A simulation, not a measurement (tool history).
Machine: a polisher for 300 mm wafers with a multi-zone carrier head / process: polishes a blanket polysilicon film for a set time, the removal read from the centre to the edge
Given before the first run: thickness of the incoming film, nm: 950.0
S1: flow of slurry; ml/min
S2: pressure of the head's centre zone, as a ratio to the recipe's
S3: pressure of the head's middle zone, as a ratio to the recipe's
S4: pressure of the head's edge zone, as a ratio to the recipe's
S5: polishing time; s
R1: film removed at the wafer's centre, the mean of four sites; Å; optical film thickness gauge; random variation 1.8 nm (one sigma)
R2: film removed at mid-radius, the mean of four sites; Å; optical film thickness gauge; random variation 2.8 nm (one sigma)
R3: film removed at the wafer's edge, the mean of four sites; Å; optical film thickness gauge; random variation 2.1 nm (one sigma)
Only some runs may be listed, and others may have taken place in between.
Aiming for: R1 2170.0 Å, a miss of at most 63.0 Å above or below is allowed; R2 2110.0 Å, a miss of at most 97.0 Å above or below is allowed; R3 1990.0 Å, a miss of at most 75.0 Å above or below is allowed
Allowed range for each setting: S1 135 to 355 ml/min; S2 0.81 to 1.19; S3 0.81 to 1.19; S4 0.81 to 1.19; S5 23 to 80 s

Run 1, day 0.000: S1 225 ml/min, S2 1.00, S3 1.00, S4 1.00, S5 51 s. Result: R1 3272.2 Å, R2 3079.9 Å, R3 3147.9 Å.
Run 2, day 0.271: S1 225 ml/min, S2 1.00, S3 1.00, S4 0.99, S5 49 s. Result: R1 3116.7 Å, R2 3040.4 Å, R3 2975.5 Å.
Run 3, day 0.346: S1 225 ml/min, S2 1.00, S3 1.06, S4 0.99, S5 49 s. Result: R1 3122.0 Å, R2 3082.4 Å, R3 2981.8 Å.
Run 4, day 0.521: S1 225 ml/min, S2 1.00, S3 1.05, S4 0.98, S5 47 s. Result: R1 2942.0 Å, R2 2919.4 Å, R3 2861.2 Å.
Run 5, day 0.608: S1 225 ml/min, S2 1.01, S3 1.05, S4 0.97, S5 46 s. Result: R1 2981.3 Å, R2 2955.1 Å, R3 2784.9 Å.
Run 6, day 0.879: S1 225 ml/min, S2 1.01, S3 1.04, S4 0.96, S5 44 s. Result: R1 2816.0 Å, R2 2750.1 Å, R3 2709.5 Å.
Run 7, day 1.008: S1 225 ml/min, S2 1.02, S3 1.05, S4 0.95, S5 42 s. Result: R1 2728.5 Å, R2 2645.4 Å, R3 2529.3 Å.
Run 8, day 1.375: S1 225 ml/min, S2 1.02, S3 1.05, S4 0.94, S5 41 s. Result: R1 2682.5 Å, R2 2627.6 Å, R3 2463.9 Å.
Run 9, day 1.583: S1 225 ml/min, S2 1.02, S3 1.04, S4 0.93, S5 40 s. Result: R1 2590.6 Å, R2 2522.6 Å, R3 2366.3 Å.

Next run, 5 choices. One meets every target within its allowed miss, the rest don't. Which?
Run A, day 1.792: S1 140 ml/min, S2 1.08, S3 0.90, S4 1.00, S5 37 s. Result: R1 ?, R2 ?, R3 ?.
Run B, day 1.792: S1 270 ml/min, S2 0.97, S3 1.12, S4 0.88, S5 45 s. Result: R1 ?, R2 ?, R3 ?.
Run C, day 1.792: S1 250 ml/min, S2 1.03, S3 1.04, S4 0.92, S5 33 s. Result: R1 ?, R2 ?, R3 ?.
Run D, day 1.792: S1 180 ml/min, S2 0.99, S3 0.87, S4 1.13, S5 50 s. Result: R1 ?, R2 ?, R3 ?.
Run E, day 1.792: S1 155 ml/min, S2 1.02, S3 0.98, S4 1.03, S5 54 s. Result: R1 ?, R2 ?, R3 ?.

move      R1      R2      R3
   A  2270.7  1911.2  2119.4
   B  2881.2  3136.4  2639.3
   C  2194.4  2138.4  1961.9
   D  3039.6  2652.8  3160.4
   E  3252.4  3069.2  3187.6
A: nearer than the last run, and not there yet
B: the biggest miss grows against the last run
C: each result inside its tolerance
D: the biggest miss grows against the last run
E: the biggest miss grows against the last run
C is the move that brings every result within its allowed miss.
